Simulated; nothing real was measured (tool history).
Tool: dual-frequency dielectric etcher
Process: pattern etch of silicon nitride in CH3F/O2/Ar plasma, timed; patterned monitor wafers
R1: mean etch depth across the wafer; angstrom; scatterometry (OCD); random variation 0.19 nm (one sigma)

{"run": 1, "hour": 0.0, "source power (kW)": 0.37, "bias power (kW)": 0.067, "etch time (s)": 54, "R1": 339.22}
{"run": 2, "hour": 8.5, "source power (kW)": 0.37, "bias power (kW)": 0.06, "etch time (s)": 54, "R1": 330.54}
{"run": 3, "hour": 10.5, "source power (kW)": 0.36, "bias power (kW)": 0.06, "etch time (s)": 54, "R1": 328.27}
{"run": 4, "hour": 16.5, "source power (kW)": 0.36, "bias power (kW)": 0.06, "etch time (s)": 56.5, "R1": 343.08}
{"run": 5, "hour": 21.4, "source power (kW)": 0.35, "bias power (kW)": 0.059, "etch time (s)": 56.5, "R1": 338.06}
{"run": 6, "hour": 29.2, "source power (kW)": 0.38, "bias power (kW)": 0.059, "etch time (s)": 56.5, "R1": 344.22}
{"run": 7, "hour": 34.3, "source power (kW)": 0.37, "bias power (kW)": 0.057, "etch time (s)": 56.5, "R1": 337.03}

Forecast run 8:
{"run": 8, "hour": 36.0, "source power (kW)": 0.36, "bias power (kW)": 0.056, "etch time (s)": 56.5, "R1": "?"}

Run 8 measured R1 335.81 angstrom.
